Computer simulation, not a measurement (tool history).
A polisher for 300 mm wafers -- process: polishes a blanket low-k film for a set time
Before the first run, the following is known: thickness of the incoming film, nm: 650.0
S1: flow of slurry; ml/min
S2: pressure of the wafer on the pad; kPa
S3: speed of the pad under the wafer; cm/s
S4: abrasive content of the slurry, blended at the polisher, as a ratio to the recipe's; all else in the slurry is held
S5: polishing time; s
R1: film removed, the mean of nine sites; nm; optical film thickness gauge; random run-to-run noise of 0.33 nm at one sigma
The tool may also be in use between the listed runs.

run  hour   S1    S2  S3    S4   S5      R1
  1     0  145    11  82     1  120  35.961
  2   7.4  145    11  82  1.15  120  38.924
  3  10.8  155  11.7  82  1.15  120  41.221
  4  13.8  155  11.7  82  1.15  120  41.201
  5  21.8  155  12.4  82  1.15  120  42.503
  6  28.9  135  12.4  82  1.15  120  42.101
     32.5  -- head pressure recalibrated
  7  32.5  150  13.1  82  1.15  120  43.461
  8  33.8  155  13.8  82  1.15  120   44.85

Expected results for the next run?
  9  37.9  155  14.5  82  1.15  120   ?

{"run 9": {"R1": 47.181}}
